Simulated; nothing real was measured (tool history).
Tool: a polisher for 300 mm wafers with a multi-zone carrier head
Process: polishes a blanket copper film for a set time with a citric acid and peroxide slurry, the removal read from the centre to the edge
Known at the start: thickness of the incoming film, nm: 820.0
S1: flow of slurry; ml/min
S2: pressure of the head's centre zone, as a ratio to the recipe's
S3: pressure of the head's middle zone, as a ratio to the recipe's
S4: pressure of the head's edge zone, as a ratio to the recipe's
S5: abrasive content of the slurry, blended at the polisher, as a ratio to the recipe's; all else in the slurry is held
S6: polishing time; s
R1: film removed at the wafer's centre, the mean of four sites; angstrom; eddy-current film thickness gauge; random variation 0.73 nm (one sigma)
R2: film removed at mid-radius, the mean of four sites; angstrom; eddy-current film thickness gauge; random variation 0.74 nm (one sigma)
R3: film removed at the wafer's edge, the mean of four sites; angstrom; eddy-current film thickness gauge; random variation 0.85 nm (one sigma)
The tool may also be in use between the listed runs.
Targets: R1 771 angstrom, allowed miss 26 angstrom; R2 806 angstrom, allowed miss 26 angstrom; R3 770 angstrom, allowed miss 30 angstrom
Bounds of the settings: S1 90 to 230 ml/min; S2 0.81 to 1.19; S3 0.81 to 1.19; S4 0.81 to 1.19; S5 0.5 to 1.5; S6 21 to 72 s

{"run": 1, "hour": 0.0, "S1": 150, "S2": 1, "S3": 1, "S4": 1, "S5": 1, "S6": 46, "R1": 530.64, "R2": 535.81, "R3": 557.71}
{"run": 2, "hour": 6.7, "S1": 150, "S2": 1, "S3": 1, "S4": 1, "S5": 1, "S6": 55, "R1": 635.95, "R2": 640.37, "R3": 647.17}
{"run": 3, "hour": 10.3, "S1": 150, "S2": 1, "S3": 1, "S4": 1.06, "S5": 1, "S6": 55, "R1": 640.76, "R2": 633.3, "R3": 679.92}
{"run": 4, "hour": 11.1, "S1": 175, "S2": 1, "S3": 1, "S4": 1.06, "S5": 1, "S6": 55, "R1": 670.82, "R2": 661.9, "R3": 676.37}
{"run": 5, "hour": 17.6, "S1": 145, "S2": 1, "S3": 1, "S4": 1.06, "S5": 1, "S6": 55, "R1": 630.97, "R2": 639, "R3": 668.41}
{"run": 6, "hour": 20.4, "S1": 145, "S2": 1, "S3": 1, "S4": 1.06, "S5": 1.1, "S6": 55, "R1": 659.21, "R2": 652.08, "R3": 679.61}
{"run": 7, "hour": 25.8, "S1": 150, "S2": 1, "S3": 1.02, "S4": 1.08, "S5": 1.1, "S6": 55, "R1": 657.92, "R2": 664.53, "R3": 685.55}
{"run": 8, "hour": 26.6, "S1": 155, "S2": 1, "S3": 1.03, "S4": 1.09, "S5": 1.15, "S6": 55, "R1": 673.29, "R2": 685.54, "R3": 708.26}
{"run": 9, "hour": 34.1, "S1": 155, "S2": 1, "S3": 1.03, "S4": 1.09, "S5": 1.15, "S6": 55, "R1": 685.54, "R2": 698.37, "R3": 719.21}
{"run": 10, "hour": 42.0, "S1": 165, "S2": 1, "S3": 1.04, "S4": 1.09, "S5": 1.15, "S6": 55, "R1": 682.23, "R2": 698.17, "R3": 712.32}
{"run": 11, "hour": 42.6, "S1": 170, "S2": 1.01, "S3": 1.05, "S4": 1.1, "S5": 1.15, "S6": 55, "R1": 679.95, "R2": 703.48, "R3": 722.27}
{"run": 12, "hour": 46.2, "S1": 175, "S2": 1.02, "S3": 1.06, "S4": 1.09, "S5": 1.2, "S6": 55, "R1": 703.66, "R2": 718.96, "R3": 737.98}
{"run": 13, "hour": 55.0, "S1": 180, "S2": 1.02, "S3": 1.07, "S4": 1.07, "S5": 1.2, "S6": 55, "R1": 695.43, "R2": 719.18, "R3": 713.07}

5 next moves are on the table. One of them brings every result within its allowed miss. Which?
{"run": "A", "hour": 63.8, "S1": 200, "S2": 1.02, "S3": 1.09, "S4": 1.04, "S5": 1.2, "S6": 59, "R1": "?", "R2": "?", "R3": "?"}
{"run": "B", "hour": 63.8, "S1": 140, "S2": 1.13, "S3": 0.81, "S4": 1.19, "S5": 1.25, "S6": 59, "R1": "?", "R2": "?", "R3": "?"}
{"run": "C", "hour": 63.8, "S1": 160, "S2": 0.97, "S3": 1.03, "S4": 1.15, "S5": 1, "S6": 67, "R1": "?", "R2": "?", "R3": "?"}
{"run": "D", "hour": 63.8, "S1": 185, "S2": 0.9, "S3": 1.13, "S4": 1.12, "S5": 1.15, "S6": 59, "R1": "?", "R2": "?", "R3": "?"}
{"run": "E", "hour": 63.8, "S1": 170, "S2": 1.02, "S3": 1.09, "S4": 1.19, "S5": 1.35, "S6": 58, "R1": "?", "R2": "?", "R3": "?"}

move=A R1=782.35 R2=815.47 R3=781.4
move=B R1=812.89 R2=606.56 R3=813.88
move=C R1=778.73 R2=813.56 R3=869.09
move=D R1=681.9 R2=822.98 R3=795.06
move=E R1=771.63 R2=806.38 R3=832.97
A: meets every target
B: further off than the last run
C: brings the result that was furthest off to its target, and leaves another outside
D: brings the result that was furthest off to its target, and leaves another outside
E: brings the result that was furthest off to its target, and leaves another outside
The right move is A.

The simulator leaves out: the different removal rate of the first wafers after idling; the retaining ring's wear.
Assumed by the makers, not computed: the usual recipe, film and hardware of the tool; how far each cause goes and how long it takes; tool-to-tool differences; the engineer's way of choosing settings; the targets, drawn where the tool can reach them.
